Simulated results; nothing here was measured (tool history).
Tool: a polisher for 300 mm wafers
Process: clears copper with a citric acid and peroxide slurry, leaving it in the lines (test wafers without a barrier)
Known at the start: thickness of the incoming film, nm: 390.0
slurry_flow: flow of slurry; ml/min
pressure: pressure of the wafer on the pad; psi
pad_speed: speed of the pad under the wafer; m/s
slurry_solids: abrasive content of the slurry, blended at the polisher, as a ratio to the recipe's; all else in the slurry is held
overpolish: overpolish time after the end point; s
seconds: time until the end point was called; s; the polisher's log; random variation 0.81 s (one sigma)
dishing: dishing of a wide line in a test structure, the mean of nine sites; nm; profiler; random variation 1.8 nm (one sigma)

Run 1, hour 0: slurry_flow 155 ml/min, pressure 3.6 psi, pad_speed 1.38 m/s, slurry_solids 1, overpolish 27 s. Result: seconds 109.42 s, dishing 58.521 nm.
Run 2, hour 5.8: slurry_flow 155 ml/min, pressure 4.1 psi, pad_speed 1.38 m/s, slurry_solids 1, overpolish 29 s. Result: seconds 97.403 s, dishing 68.847 nm.
Run 3, hour 9.1: slurry_flow 155 ml/min, pressure 4.1 psi, pad_speed 1.38 m/s, slurry_solids 0.9, overpolish 29 s. Result: seconds 97.938 s, dishing 66.945 nm.
Run 4, hour 17: slurry_flow 180 ml/min, pressure 4.1 psi, pad_speed 1.38 m/s, slurry_solids 0.9, overpolish 29 s. Result: seconds 95.885 s, dishing 68.398 nm.
Run 5, hour 21.6: slurry_flow 180 ml/min, pressure 3.2 psi, pad_speed 1.38 m/s, slurry_solids 0.9, overpolish 29 s. Result: seconds 124.24 s, dishing 55.671 nm.
Run 6, hour 27.3: slurry_flow 180 ml/min, pressure 3.2 psi, pad_speed 1.38 m/s, slurry_solids 0.75, overpolish 29 s. Result: seconds 124.88 s, dishing 54.127 nm.

The next listed run, before its measurement:
Run 7, hour 28.2: slurry_flow 185 ml/min, pressure 3.8 psi, pad_speed 1.42 m/s, slurry_solids 0.75, overpolish 31 s. Result: seconds ?, dishing ?.

Run 7 gave seconds 103.97 s, dishing 70.751 nm.

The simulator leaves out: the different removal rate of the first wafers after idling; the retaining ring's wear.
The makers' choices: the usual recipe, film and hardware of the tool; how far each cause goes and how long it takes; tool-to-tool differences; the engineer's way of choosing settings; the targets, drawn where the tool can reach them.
